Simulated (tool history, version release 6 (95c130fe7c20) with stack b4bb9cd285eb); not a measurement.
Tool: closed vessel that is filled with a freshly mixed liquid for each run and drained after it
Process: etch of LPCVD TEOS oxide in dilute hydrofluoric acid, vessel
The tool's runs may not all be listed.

run  hour  temperature setpoint of the liquid (C)  parts of water to one part of 49 % hydrofluoric acid (parts by volume)  time in the liquid (s)  thickness taken off the LPCVD TEOS oxide on a monitor wafer (angstrom)
  1     0                                      24                                                                     185                      60                                                                     159
  2   1.1                                      24                                                                     185                      60                                                                  159.01
  3   8.3                                      23                                                                     185                      60                                                                  152.79
  4  15.4                                      25                                                                     185                      60                                                                  164.26
  5    22                                      25                                                                     185                      45                                                                   123.7
  6    30                                      25                                                                     160                      45                                                                  146.89
  7    36                                      25                                                                     165                      45                                                                     142

For run 8, what comes out?
  8  39.4                                      25                                                                     170                      45                                                                       ?

{"run 8": {"thickness taken off the LPCVD TEOS oxide on a monitor wafer (angstrom)": 137.04}}

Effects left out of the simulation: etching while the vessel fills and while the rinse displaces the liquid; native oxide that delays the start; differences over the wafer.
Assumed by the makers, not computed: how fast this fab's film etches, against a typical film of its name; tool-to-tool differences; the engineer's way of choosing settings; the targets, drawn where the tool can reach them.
